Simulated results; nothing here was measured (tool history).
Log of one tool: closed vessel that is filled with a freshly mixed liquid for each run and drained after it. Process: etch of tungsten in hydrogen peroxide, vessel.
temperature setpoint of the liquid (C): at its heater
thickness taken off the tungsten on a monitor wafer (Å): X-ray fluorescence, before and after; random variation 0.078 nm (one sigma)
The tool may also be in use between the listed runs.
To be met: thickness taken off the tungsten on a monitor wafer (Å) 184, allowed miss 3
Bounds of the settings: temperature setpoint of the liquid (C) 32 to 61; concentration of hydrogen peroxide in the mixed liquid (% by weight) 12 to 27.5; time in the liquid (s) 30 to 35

run,day,temperature setpoint of the liquid (C),concentration of hydrogen peroxide in the mixed liquid (% by weight),time in the liquid (s),thickness taken off the tungsten on a monitor wafer (Å)
1,0,45,18.5,35,232.8
2,0.129,48.5,18.5,35,290.9
3,0.338,52.5,18.5,35,372.01
4,0.696,52.5,22.5,35,408.33
5,1.05,52.5,26,35,440.99
6,1.383,52.5,26,35,440.84
7,1.629,49.5,26,35,364.31
8,1.817,47,26,35,313.49
9,1.954,45,26,35,276.6
10,2.112,43.5,26,35,252.17
11,2.342,42.5,26,35,236.34
12,2.525,38,26,35,176.57

Which of these 4 next moves meets every target?
A,2.708,39,24.5,35,?
B,2.708,40,24,30,?
C,2.708,36.5,27.5,35,?
D,2.708,37,27.5,35,?

move,thickness taken off the tungsten on a monitor wafer (Å)
A,181.86
B,164.7
C,163.36
D,168.87
A: meets every target
B: further off than the last run
C: further off than the last run
D: further off than the last run
Move A is the one to make.
